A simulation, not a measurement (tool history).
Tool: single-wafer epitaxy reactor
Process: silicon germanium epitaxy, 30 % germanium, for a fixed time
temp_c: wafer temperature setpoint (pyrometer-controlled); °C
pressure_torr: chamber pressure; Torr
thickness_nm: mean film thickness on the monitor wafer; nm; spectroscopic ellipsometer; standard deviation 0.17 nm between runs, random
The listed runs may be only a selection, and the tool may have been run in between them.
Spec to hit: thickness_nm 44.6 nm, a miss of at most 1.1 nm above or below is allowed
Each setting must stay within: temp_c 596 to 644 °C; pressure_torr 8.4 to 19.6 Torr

| run | day | temp_c | pressure_torr | thickness_nm |
|---|---|---|---|---|
| 1 | 0 | 620 | 14 | 71.413 |
| 2 | 0.075 | 629 | 14 | 85.332 |
| 3 | 0.333 | 637 | 14 | 99.157 |
| 4 | 0.354 | 637 | 12.7 | 95.112 |
| 5 | 0.608 | 632 | 12.6 | 85.852 |
| 6 | 0.85 | 628 | 12.5 | 79.705 |
| 7 | 1.092 | 624 | 12.4 | 73.064 |
| 8 | 1.283 | 621 | 12.3 | 68.754 |
| 9 | 1.475 | 618 | 12.3 | 64.713 |
| 10 | 1.642 | 616 | 12.3 | 62.076 |
| 11 | 1.738 | 614 | 12.3 | 59.772 |
| 12 | 1.758 | 612 | 12.3 | 57.177 |

Below are 4 possible settings for the next run. Only one of them brings all results inside the allowed miss of their targets. Which is it?
| A | 1.779 | 619 | 12.9 | ? |
| B | 1.779 | 609 | 11.4 | ? |
| C | 1.779 | 604 | 11.6 | ? |
| D | 1.779 | 605 | 9.5 | ? |

| move | thickness_nm |
|---|---|
| A | 67.419 |
| B | 52.189 |
| C | 47.441 |
| D | 44.336 |
A: the biggest miss grows against the last run
B: better than the last run, though not everything is in spec
C: better than the last run, though not everything is in spec
D: all results in spec
The right move is D.
